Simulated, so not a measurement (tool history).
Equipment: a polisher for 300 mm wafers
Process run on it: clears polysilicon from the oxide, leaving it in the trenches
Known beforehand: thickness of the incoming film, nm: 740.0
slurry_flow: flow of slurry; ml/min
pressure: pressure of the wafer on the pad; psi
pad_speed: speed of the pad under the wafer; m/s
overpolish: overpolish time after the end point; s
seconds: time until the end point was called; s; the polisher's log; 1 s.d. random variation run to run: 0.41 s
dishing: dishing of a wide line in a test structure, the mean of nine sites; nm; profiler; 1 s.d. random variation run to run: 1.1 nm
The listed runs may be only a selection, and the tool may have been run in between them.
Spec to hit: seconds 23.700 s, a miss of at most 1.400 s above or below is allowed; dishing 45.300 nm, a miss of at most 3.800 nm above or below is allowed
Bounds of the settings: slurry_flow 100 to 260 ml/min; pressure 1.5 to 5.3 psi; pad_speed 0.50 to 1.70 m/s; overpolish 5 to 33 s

run  hour  slurry_flow  pressure  pad_speed  overpolish  seconds  dishing
  1   0.0          165       3.4       1.10          17   39.351   44.878
  2   2.1          165       3.4       1.10          12   38.107   43.646
  3   6.9          205       3.4       1.10          12   37.145   45.759
  4  14.3          205       3.4       1.10           8   37.727   44.038
  5  19.0          235       3.4       1.10           8   37.331   43.311
  6  25.5          235       3.4       1.10           5   37.148   39.202
  7  26.2          235       3.7       1.12           6   34.127   41.016
  8  34.6          235       3.9       1.14           8   33.363   45.401
  9  42.9          235       3.9       1.22           7   31.038   43.025
 10  50.5          235       4.1       1.24           7   28.594   42.778
 11  55.0          235       4.2       1.24           7   28.881   42.604
 12  58.3          235       4.4       1.26           8   27.386   45.524
 13  66.3          235       4.5       1.28           8   26.871   45.170
 14  70.6          235       4.6       1.30           8   24.938   43.988

Which of these 5 next moves meets every target?
  A  74.9          175       4.6       1.28           5        ?        ?
  B  74.9          225       3.8       1.34           9        ?        ?
  C  74.9          190       4.0       1.40           7        ?        ?
  D  74.9          240       4.4       1.48           6        ?        ?
  E  74.9          260       3.4       1.44           9        ?        ?

move  seconds  dishing
   A   26.659   41.761
   B   28.031   44.235
   C   26.556   43.696
   D   22.853   43.681
   E   27.628   44.263
A: its largest miss is bigger than the last run's
B: its largest miss is bigger than the last run's
C: its largest miss is bigger than the last run's
D: all results land within tolerance of their targets
E: its largest miss is bigger than the last run's
Correct choice: D, which meets every target
